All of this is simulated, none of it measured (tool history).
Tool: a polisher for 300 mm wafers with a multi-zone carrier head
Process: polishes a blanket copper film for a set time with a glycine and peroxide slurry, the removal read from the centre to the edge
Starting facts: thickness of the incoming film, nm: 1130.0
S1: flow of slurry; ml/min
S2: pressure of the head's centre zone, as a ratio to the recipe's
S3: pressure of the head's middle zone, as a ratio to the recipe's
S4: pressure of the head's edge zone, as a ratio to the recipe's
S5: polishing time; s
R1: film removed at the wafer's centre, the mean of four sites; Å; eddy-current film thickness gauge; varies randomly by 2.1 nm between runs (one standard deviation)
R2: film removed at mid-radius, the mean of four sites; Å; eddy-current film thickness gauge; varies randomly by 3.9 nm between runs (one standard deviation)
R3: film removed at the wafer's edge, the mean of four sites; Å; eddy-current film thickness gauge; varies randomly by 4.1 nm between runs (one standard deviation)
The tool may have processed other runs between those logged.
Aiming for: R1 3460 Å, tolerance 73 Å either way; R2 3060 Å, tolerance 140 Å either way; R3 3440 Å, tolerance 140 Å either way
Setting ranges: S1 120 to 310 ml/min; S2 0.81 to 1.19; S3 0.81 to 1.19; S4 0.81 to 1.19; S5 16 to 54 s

run	hour	S1	S2	S3	S4	S5	R1	R2	R3
1	0	200	1	1	1	35	2981.5	3166.4	3061.7
2	1.9	200	1	1.05	1	35	2963.8	3231.5	3065.9
3	8.4	215	1.02	1.01	1.04	35	3051.4	3189.1	3145.5
4	15.8	225	1.04	0.98	1.07	35	3131.5	3120	3274.3
5	19.7	235	1.06	0.97	1.07	35	3237.8	3091.9	3285.8
6	20.6	210	1.06	0.97	1.07	35	3159.9	2993.9	3220.5
7	28.2	225	1.07	0.96	1.08	35	3214.3	3008.3	3184.8
8	30.2	235	1.08	0.95	1.1	35	3271	3016.4	3275.2
9	38.1	245	1.09	0.94	1.11	35	3318.8	3092.4	3249.5
10	46.3	245	1.1	0.93	1.13	35	3387.2	3054.4	3356.1
11	50	245	1.1	0.93	1.14	35	3362.8	3067.5	3305.6
12	54.8	245	1.1	0.92	1.15	35	3357.4	2931	3384.5
13	55.8	250	1.1	0.92	1.15	35	3353	2981.2	3460.8
14	61.2	255	1.1	0.92	1.15	35	3379.9	3020.3	3335.2

Of the 5 settings listed for the next run, only one would bring every result within its allowed miss of target. Which one?
A	66.6	215	1.12	0.93	1.15	36	?	?	?
B	66.6	250	1.04	0.89	1.17	36	?	?	?
C	66.6	250	1.08	0.91	1.15	35	?	?	?
D	66.6	235	1.08	0.95	1.19	35	?	?	?
E	66.6	310	1.16	0.96	1.12	33	?	?	?

move	R1	R2	R3
A	3470.5	2968.6	3501.2
B	3287.2	2921	3583.8
C	3320.2	2890	3452.3
D	3294.3	2969.4	3493.4
E	3449.2	2907	3263.5
A: all results in spec
B: moves away from the targets compared with the last run
C: moves away from the targets compared with the last run
D: moves away from the targets compared with the last run
E: gets the furthest-off result to its target, but another result is out of tolerance
Answer: A

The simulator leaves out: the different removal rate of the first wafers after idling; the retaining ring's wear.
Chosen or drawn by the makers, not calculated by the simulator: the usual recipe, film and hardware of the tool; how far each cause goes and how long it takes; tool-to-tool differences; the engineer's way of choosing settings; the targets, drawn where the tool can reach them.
